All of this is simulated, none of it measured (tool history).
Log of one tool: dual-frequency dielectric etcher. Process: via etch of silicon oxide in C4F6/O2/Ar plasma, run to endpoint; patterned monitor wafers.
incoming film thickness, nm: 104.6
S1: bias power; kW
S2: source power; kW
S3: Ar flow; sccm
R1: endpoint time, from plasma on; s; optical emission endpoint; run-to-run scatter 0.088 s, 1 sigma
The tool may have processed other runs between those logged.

run,hour,S1,S2,S3,R1
1,0.0,0.326,0.450,281,26.382
2,0.9,0.326,0.410,281,27.933
3,9.2,0.304,0.410,281,28.539
4,15.5,0.322,0.420,279,27.914
5,16.7,0.336,0.440,278,26.398
6,20.4,0.350,0.450,277,25.734
7,24.8,0.362,0.460,276,25.145
8,27.7,0.372,0.470,275,24.483
9,29.4,0.380,0.470,275,24.552
10,30.7,0.387,0.480,274,24.076
11,32.8,0.394,0.480,274,23.864

Expected results for the next run?
12,35.9,0.400,0.480,274,?

Logged for run 12: R1 23.925 s.
